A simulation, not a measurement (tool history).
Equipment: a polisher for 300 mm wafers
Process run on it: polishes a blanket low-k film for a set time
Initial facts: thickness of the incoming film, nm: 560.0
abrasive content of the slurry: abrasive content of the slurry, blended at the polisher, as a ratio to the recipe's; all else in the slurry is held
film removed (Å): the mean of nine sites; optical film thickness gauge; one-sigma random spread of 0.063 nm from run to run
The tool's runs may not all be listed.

| run | hour | flow of slurry (ml/min) | pressure of the wafer on the pad (psi) | speed of the pad under the wafer (cm/s) | abrasive content of the slurry | polishing time (s) | film removed (Å) |
|---|---|---|---|---|---|---|---|
| 1 | 0 | 290 | 1.2 | 120 | 1 | 32 | 106.06 |
| 2 | 7.7 | 330 | 1.2 | 120 | 1 | 32 | 106.92 |
| 3 | 12.3 | 330 | 1.1 | 120 | 1 | 32 | 99.297 |
| 4 | 14.6 | 330 | 1.3 | 120 | 1 | 32 | 114.28 |
| 5 | 20.1 | 330 | 1.2 | 120 | 1 | 32 | 107.24 |
| 6 | 27.2 | 330 | 1 | 120 | 1 | 32 | 89.192 |

Run 7, settings as shown, results not yet in. Your forecast:
| 7 | 29.4 | 330 | 0.9 | 120 | 1 | 32 | ? |

Run 7 produced film removed (Å) 81.124.

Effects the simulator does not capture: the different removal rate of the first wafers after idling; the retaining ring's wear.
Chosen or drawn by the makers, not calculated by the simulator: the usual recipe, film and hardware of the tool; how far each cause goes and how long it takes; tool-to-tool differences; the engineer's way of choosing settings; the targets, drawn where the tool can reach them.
